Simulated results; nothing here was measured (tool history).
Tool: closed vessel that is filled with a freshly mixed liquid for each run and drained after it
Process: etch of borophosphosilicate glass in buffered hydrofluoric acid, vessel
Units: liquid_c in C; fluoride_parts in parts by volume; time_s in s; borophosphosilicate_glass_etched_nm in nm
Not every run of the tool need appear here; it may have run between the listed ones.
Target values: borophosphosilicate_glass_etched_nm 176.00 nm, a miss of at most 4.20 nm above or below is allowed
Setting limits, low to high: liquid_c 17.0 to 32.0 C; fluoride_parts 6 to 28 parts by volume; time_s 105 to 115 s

run,hour,liquid_c,fluoride_parts,time_s,borophosphosilicate_glass_etched_nm
1,0.0,25.0,17,105,143.60
2,8.3,25.0,17,105,144.18
3,17.0,25.0,17,105,144.77
4,23.8,26.0,17,105,152.05
5,26.9,23.0,17,105,128.87
6,32.7,23.0,14,105,156.86
7,35.7,23.0,14,105,158.02
8,42.0,23.5,14,105,162.00
9,45.1,24.0,14,105,166.17
10,52.3,24.5,14,105,169.16

4 next moves are on the table. One of them brings every result within its allowed miss. Which?
A,59.5,24.0,13,110,?
B,59.5,24.0,15,115,?
C,59.5,25.5,17,115,?
D,59.5,23.5,14,115,?

move,borophosphosilicate_glass_etched_nm
A,185.46
B,168.38
C,161.33
D,175.43
A: takes the biggest miss from the last run beyond its target
B: lands further from the targets than the last run did
C: lands further from the targets than the last run did
D: every result lands within tolerance
So the answer is move D, the one that meets all the targets.
